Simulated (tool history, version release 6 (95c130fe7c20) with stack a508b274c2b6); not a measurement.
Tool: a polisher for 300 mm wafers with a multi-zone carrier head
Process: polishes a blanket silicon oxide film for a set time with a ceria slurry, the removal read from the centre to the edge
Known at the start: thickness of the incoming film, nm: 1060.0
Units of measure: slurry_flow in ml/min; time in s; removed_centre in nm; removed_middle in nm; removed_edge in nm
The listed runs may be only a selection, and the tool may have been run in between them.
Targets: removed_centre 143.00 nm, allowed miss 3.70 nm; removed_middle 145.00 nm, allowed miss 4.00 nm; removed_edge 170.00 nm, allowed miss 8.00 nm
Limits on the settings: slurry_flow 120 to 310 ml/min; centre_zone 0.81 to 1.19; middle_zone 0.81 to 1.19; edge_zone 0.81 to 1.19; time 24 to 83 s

run 1 hour=0.0 | slurry_flow=200 centre_zone=1.00 middle_zone=1.00 edge_zone=1.00 time=53 | removed_centre=247.92 removed_middle=249.58 removed_edge=261.41
run 2 hour=3.1 | slurry_flow=200 centre_zone=0.92 middle_zone=1.00 edge_zone=1.00 time=53 | removed_centre=229.50 removed_middle=248.23 removed_edge=255.48
run 3 hour=7.7 | slurry_flow=185 centre_zone=0.89 middle_zone=0.95 edge_zone=0.99 time=48 | removed_centre=199.27 removed_middle=215.59 removed_edge=233.95
run 4 hour=10.9 | slurry_flow=185 centre_zone=0.89 middle_zone=1.00 edge_zone=0.99 time=48 | removed_centre=195.35 removed_middle=223.36 removed_edge=231.19
run 5 hour=13.2 | slurry_flow=180 centre_zone=0.89 middle_zone=0.96 edge_zone=0.96 time=44 | removed_centre=181.15 removed_middle=197.35 removed_edge=207.21
run 6 hour=19.4 | slurry_flow=180 centre_zone=0.83 middle_zone=0.96 edge_zone=0.96 time=44 | removed_centre=169.07 removed_middle=198.79 removed_edge=207.25
run 7 hour=21.3 | slurry_flow=170 centre_zone=0.83 middle_zone=0.92 edge_zone=0.95 time=42 | removed_centre=158.35 removed_middle=184.19 removed_edge=198.95
run 8 hour=22.4 | slurry_flow=165 centre_zone=0.85 middle_zone=0.89 edge_zone=0.94 time=40 | removed_centre=154.29 removed_middle=167.21 removed_edge=186.92
run 9 hour=29.3 | slurry_flow=155 centre_zone=0.85 middle_zone=0.87 edge_zone=0.92 time=40 | removed_centre=152.69 removed_middle=161.50 removed_edge=182.45
run 10 hour=32.0 | slurry_flow=150 centre_zone=0.85 middle_zone=0.85 edge_zone=0.91 time=40 | removed_centre=153.93 removed_middle=159.18 removed_edge=183.89
run 11 hour=40.7 | slurry_flow=145 centre_zone=0.85 middle_zone=0.84 edge_zone=0.90 time=40 | removed_centre=152.76 removed_middle=158.39 removed_edge=185.37
run 12 hour=45.7 | slurry_flow=145 centre_zone=0.85 middle_zone=0.83 edge_zone=0.89 time=39 | removed_centre=150.49 removed_middle=152.57 removed_edge=178.22
run 13 hour=46.4 | slurry_flow=140 centre_zone=0.85 middle_zone=0.82 edge_zone=0.88 time=39 | removed_centre=149.08 removed_middle=151.19 removed_edge=174.13
run 14 hour=53.9 | slurry_flow=135 centre_zone=0.85 middle_zone=0.82 edge_zone=0.88 time=39 | removed_centre=146.90 removed_middle=147.55 removed_edge=174.72

Exactly one of the 5 candidate moves below puts every result within its allowed miss. Which one?
run A hour=61.4 | slurry_flow=120 centre_zone=0.81 middle_zone=0.81 edge_zone=1.00 time=40 | removed_centre=? removed_middle=? removed_edge=?
run B hour=61.4 | slurry_flow=125 centre_zone=0.85 middle_zone=0.82 edge_zone=0.89 time=38 | removed_centre=? removed_middle=? removed_edge=?
run C hour=61.4 | slurry_flow=120 centre_zone=0.84 middle_zone=0.87 edge_zone=0.95 time=39 | removed_centre=? removed_middle=? removed_edge=?
run D hour=61.4 | slurry_flow=120 centre_zone=0.81 middle_zone=0.81 edge_zone=1.03 time=40 | removed_centre=? removed_middle=? removed_edge=?
run E hour=61.4 | slurry_flow=160 centre_zone=0.92 middle_zone=0.86 edge_zone=0.82 time=36 | removed_centre=? removed_middle=? removed_edge=?

move=A removed_centre=140.03 removed_middle=147.13 removed_edge=186.33
move=B removed_centre=140.46 removed_middle=141.88 removed_edge=169.32
move=C removed_centre=141.69 removed_middle=152.09 removed_edge=177.67
move=D removed_centre=140.03 removed_middle=147.13 removed_edge=188.70
move=E removed_centre=149.01 removed_middle=143.87 removed_edge=158.60
A: corrects the largest miss of the last run, while another result sits out of spec
B: hits every target within its allowed miss
C: corrects the largest miss of the last run, while another result sits out of spec
D: corrects the largest miss of the last run, while another result sits out of spec
E: its largest miss is bigger than the last run's
So the answer is move B, the one that meets all the targets.
